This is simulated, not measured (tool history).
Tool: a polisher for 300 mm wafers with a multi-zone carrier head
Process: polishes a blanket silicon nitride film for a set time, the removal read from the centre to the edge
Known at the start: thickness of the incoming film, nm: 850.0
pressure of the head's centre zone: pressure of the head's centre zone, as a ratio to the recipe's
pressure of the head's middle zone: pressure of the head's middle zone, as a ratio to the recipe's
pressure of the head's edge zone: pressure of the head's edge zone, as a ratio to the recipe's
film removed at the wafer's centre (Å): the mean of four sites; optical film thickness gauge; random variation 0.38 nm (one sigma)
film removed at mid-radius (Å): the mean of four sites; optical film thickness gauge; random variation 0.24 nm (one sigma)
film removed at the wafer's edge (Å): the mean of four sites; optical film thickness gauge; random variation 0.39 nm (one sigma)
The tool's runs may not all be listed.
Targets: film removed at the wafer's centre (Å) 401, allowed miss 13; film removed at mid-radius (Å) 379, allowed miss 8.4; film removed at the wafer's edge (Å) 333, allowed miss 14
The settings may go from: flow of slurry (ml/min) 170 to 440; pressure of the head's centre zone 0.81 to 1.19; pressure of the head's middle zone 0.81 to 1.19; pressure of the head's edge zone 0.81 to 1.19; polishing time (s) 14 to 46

run,day,flow of slurry (ml/min),pressure of the head's centre zone,pressure of the head's middle zone,pressure of the head's edge zone,polishing time (s),film removed at the wafer's centre (Å),film removed at mid-radius (Å),film removed at the wafer's edge (Å)
1,0,280,1,1,1,30,448.8,444.15,434.06
2,0.338,235,1,1,1,30,438.79,429.45,424.71
3,0.65,235,1.01,1.01,0.96,29,426.81,422.9,411.52
4,0.858,235,1.01,1.06,0.96,29,424.81,440.62,416.25
5,1.233,235,1.01,1.06,0.96,22,324.36,331.33,315.56
6,1.388,265,1.04,1.08,0.95,22,342.97,341.5,312.3
7,1.454,280,1.06,1.09,0.97,22,345.27,345.93,314.75
8,1.825,290,1.08,1.1,0.98,22,356.74,351.04,313.01
9,2.167,355,1.14,1.13,1.08,23,402.92,376.21,350.81
10,2.212,355,1.14,1.14,1.06,23,398.95,384.34,347.16
11,2.392,355,1.15,1.14,1.05,23,401.25,386.65,349.21

5 next moves are on the table. One of them brings every result within its allowed miss. Which?
A,2.571,375,1.09,1.09,1.19,23,?,?,?
B,2.571,325,1.15,1.13,0.96,23,?,?,?
C,2.571,365,1.07,1.1,1.12,24,?,?,?
D,2.571,360,1.14,1.13,1.14,23,?,?,?
E,2.571,340,1.13,1.09,1.04,24,?,?,?

move,film removed at the wafer's centre (Å),film removed at mid-radius (Å),film removed at the wafer's edge (Å)
A,379.46,369.8,363.21
B,395.45,377.07,323.25
C,387.84,388.19,366.66
D,395.61,380.15,354.15
E,407.03,382.93,351.8
A: further off than the last run
B: meets every target
C: further off than the last run
D: further off than the last run
E: further off than the last run
Move B is the one to make.

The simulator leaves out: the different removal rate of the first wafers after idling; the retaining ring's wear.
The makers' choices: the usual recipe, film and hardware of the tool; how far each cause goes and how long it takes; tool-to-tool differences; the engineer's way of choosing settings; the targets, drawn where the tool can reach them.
